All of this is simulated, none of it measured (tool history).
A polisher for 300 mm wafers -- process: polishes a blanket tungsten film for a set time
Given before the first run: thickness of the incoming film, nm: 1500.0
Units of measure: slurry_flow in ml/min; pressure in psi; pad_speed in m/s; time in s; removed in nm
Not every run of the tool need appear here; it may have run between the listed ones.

run	day	slurry_flow	pressure	pad_speed	slurry_solids	time	removed
1	0	165	4.2	1.2	1	45	252.65
2	0.362	165	5.2	1.2	1	45	305.02
3	0.683	130	5.2	1.2	1	45	289.08
4	0.808	100	5.2	1.2	1	45	269.19
5	0.95	130	5.2	1.2	1	45	288.95
6	1.083	160	5.3	1.2	1	45	303.79
7	1.408	180	5.5	1.2	1	45	325.37

Estimate the outcome of run 8 from the log above:
8	1.692	195	5.6	1.2	1	45	?

Run 8 came out at removed 327.78 nm.
